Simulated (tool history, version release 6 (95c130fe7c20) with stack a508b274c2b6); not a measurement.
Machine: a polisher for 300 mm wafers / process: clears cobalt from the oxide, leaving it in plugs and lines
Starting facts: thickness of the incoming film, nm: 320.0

run,hour,flow of slurry (ml/min),pressure of the wafer on the pad (psi),speed of the pad under the wafer (m/s),overpolish time after the end point (s),time until the end point was called (s),dishing of a wide line in a test structure (nm)
1,0,195,1.6,1.2,25,80.768,42.116
2,3.2,190,1.5,1.2,27,84.695,41.162
3,10.7,190,1.4,1.2,31,88.295,42.65
4,13.6,165,1.4,1.2,31,91.646,42.493
5,21.4,165,1.4,0.9,31,123.19,39.488
6,26.1,180,1.5,0.9,32,112.64,40.898

Expected results for the next run?
7,34.1,195,1.5,0.9,32,?,?

time until the end point was called (s): 110.95
dishing of a wide line in a test structure (nm): 41.082
